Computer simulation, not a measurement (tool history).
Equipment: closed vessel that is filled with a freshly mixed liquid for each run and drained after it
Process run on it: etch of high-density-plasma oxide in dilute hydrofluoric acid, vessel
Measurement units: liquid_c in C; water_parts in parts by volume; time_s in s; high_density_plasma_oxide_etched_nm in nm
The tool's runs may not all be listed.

| run | hour | liquid_c | water_parts | time_s | high_density_plasma_oxide_etched_nm |
|---|---|---|---|---|---|
| 1 | 0.0 | 25.0 | 50 | 80 | 14.681 |
| 2 | 8.0 | 26.0 | 45 | 80 | 17.186 |
| 3 | 13.6 | 27.0 | 40 | 80 | 20.413 |
| 4 | 22.6 | 27.0 | 50 | 80 | 15.888 |
| 5 | 31.3 | 27.0 | 50 | 60 | 11.962 |
| 6 | 33.4 | 24.0 | 50 | 60 | 10.583 |
| 7 | 34.8 | 25.0 | 45 | 60 | 12.231 |
| 8 | 41.9 | 26.0 | 40 | 65 | 15.675 |
| 9 | 45.0 | 26.0 | 40 | 65 | 15.732 |
| 10 | 51.3 | 27.0 | 35 | 65 | 18.667 |
| 11 | 58.6 | 28.0 | 35 | 65 | 19.578 |
| 12 | 64.0 | 28.5 | 35 | 65 | 20.087 |
| 13 | 64.9 | 29.0 | 35 | 65 | 20.345 |
| 14 | 68.3 | 29.5 | 35 | 65 | 20.920 |
| 15 | 69.4 | 30.0 | 35 | 65 | 21.090 |

What does the tool deliver on the next run?
| 16 | 72.0 | 33.0 | 20 | 80 | ? |

high_density_plasma_oxide_etched_nm: 52.985 nm
